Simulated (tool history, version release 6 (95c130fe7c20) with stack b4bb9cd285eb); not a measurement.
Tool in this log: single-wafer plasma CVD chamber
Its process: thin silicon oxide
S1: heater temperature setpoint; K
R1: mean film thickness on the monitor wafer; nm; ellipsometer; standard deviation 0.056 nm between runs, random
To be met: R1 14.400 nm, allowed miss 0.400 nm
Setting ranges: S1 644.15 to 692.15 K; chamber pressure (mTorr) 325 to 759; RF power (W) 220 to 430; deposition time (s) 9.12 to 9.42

run 1 hour=0.0 | S1=668.15 chamber_pressure_(mTorr)=542 RF_power_(W)=325 deposition_time_(s)=9.12 | R1=12.109
run 2 hour=2.2 | S1=668.15 chamber_pressure_(mTorr)=566 RF_power_(W)=325 deposition_time_(s)=9.12 | R1=12.555
run 3 hour=5.0 | S1=668.15 chamber_pressure_(mTorr)=509 RF_power_(W)=325 deposition_time_(s)=9.12 | R1=11.358
run 4 hour=13.5 | S1=668.15 chamber_pressure_(mTorr)=509 RF_power_(W)=350 deposition_time_(s)=9.12 | R1=11.719
run 5 hour=16.2 | S1=668.15 chamber_pressure_(mTorr)=509 RF_power_(W)=350 deposition_time_(s)=9.42 | R1=12.124
run 6 hour=22.9 | S1=668.15 chamber_pressure_(mTorr)=421 RF_power_(W)=350 deposition_time_(s)=9.42 | R1=10.033
run 7 hour=29.7 | S1=668.15 chamber_pressure_(mTorr)=470 RF_power_(W)=355 deposition_time_(s)=9.42 | R1=11.345
-- hour=35.7 thermocouple changed; heater temperature recalibrated
run 8 hour=35.7 | S1=668.15 chamber_pressure_(mTorr)=503 RF_power_(W)=355 deposition_time_(s)=9.42 | R1=11.963

Exercise: of the 5 proposed moves below, exactly one satisfies all targets within the stated allowed misses. Which move is it?
run A hour=41.7 | S1=668.15 chamber_pressure_(mTorr)=638 RF_power_(W)=360 deposition_time_(s)=9.42 | R1=?
run B hour=41.7 | S1=671.15 chamber_pressure_(mTorr)=570 RF_power_(W)=340 deposition_time_(s)=9.42 | R1=?
run C hour=41.7 | S1=669.15 chamber_pressure_(mTorr)=651 RF_power_(W)=335 deposition_time_(s)=9.42 | R1=?
run D hour=41.7 | S1=667.15 chamber_pressure_(mTorr)=600 RF_power_(W)=360 deposition_time_(s)=9.42 | R1=?
run E hour=41.7 | S1=665.15 chamber_pressure_(mTorr)=438 RF_power_(W)=355 deposition_time_(s)=9.12 | R1=?

move=A R1=15.157
move=B R1=13.293
move=C R1=15.031
move=D R1=14.307
move=E R1=10.173
A: carries the result that was furthest off beyond its target, to the other side
B: nearer than the last run, and not there yet
C: carries the result that was furthest off beyond its target, to the other side
D: each result inside its tolerance
E: lands further from the targets than the last run did
Go with D: it meets all targets.
